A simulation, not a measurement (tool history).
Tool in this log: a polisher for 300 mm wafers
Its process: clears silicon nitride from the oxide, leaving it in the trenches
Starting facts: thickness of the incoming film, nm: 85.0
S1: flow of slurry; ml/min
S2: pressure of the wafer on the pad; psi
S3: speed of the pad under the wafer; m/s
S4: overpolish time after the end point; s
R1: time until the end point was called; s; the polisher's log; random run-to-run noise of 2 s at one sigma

| run | hour | S1 | S2 | S3 | S4 | R1 |
|---|---|---|---|---|---|---|
| 1 | 0.0 | 190 | 2.3 | 0.88 | 25 | 163.68 |
| 2 | 1.0 | 190 | 2.3 | 0.76 | 25 | 182.97 |
| 3 | 4.0 | 160 | 2.3 | 0.76 | 25 | 185.86 |
| 4 | 8.5 | 160 | 2.4 | 0.76 | 25 | 181.31 |
| 5 | 11.6 | 125 | 2.4 | 0.76 | 25 | 191.05 |
| 6 | 17.2 | 125 | 3.0 | 0.76 | 25 | 156.03 |
| 7 | 22.3 | 125 | 3.1 | 0.78 | 25 | 145.28 |
| 8 | 24.6 | 125 | 3.2 | 0.78 | 25 | 144.22 |
| 9 | 30.1 | 125 | 3.2 | 0.80 | 25 | 139.27 |

Run 10 has not been measured yet. What should we expect?
| 10 | 31.2 | 125 | 3.2 | 0.82 | 25 | ? |

{"run 10": {"R1": 139.6}}
